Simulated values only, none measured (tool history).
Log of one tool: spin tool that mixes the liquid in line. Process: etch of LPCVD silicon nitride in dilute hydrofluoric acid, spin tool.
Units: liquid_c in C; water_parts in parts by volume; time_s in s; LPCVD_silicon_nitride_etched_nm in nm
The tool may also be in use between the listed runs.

| run | hour | liquid_c | water_parts | time_s | LPCVD_silicon_nitride_etched_nm |
|---|---|---|---|---|---|
| 1 | 0 | 25 | 40 | 285 | 4.1141 |
| 2 | 1 | 25 | 50 | 285 | 3.2633 |
| 3 | 5.1 | 28.5 | 50 | 285 | 4.2131 |
| 4 | 8.9 | 27.5 | 50 | 285 | 3.8766 |
| 5 | 11.9 | 29 | 50 | 285 | 4.1141 |
| 6 | 15.7 | 28 | 50 | 285 | 3.912 |
| 7 | 17 | 27 | 50 | 285 | 3.6392 |

Run 8 comes next. What will it give?
| 8 | 25.6 | 23 | 50 | 285 | ? |

{"run 8": {"LPCVD_silicon_nitride_etched_nm": 2.8449}}
